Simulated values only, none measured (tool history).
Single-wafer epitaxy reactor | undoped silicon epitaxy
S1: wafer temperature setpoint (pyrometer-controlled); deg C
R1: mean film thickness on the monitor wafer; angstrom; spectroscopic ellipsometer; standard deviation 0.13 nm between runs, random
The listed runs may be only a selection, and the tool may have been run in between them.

Run 1, hour 0.0: S1 635 deg C, deposition time (s) 543. Result: R1 632.90 angstrom.
Run 2, hour 1.3: S1 635 deg C, deposition time (s) 510. Result: R1 597.70 angstrom.
Run 3, hour 7.6: S1 632 deg C, deposition time (s) 509. Result: R1 562.89 angstrom.
Run 4, hour 10.6: S1 636 deg C, deposition time (s) 509. Result: R1 607.20 angstrom.
Run 5, hour 13.7: S1 633 deg C, deposition time (s) 507. Result: R1 570.58 angstrom.
Run 6, hour 18.2: S1 633 deg C, deposition time (s) 480. Result: R1 541.93 angstrom.

Run 7 comes next. What will it give?
Run 7, hour 24.2: S1 631 deg C, deposition time (s) 479. Result: R1 ?.

Run 7 measured R1 519.70 angstrom.
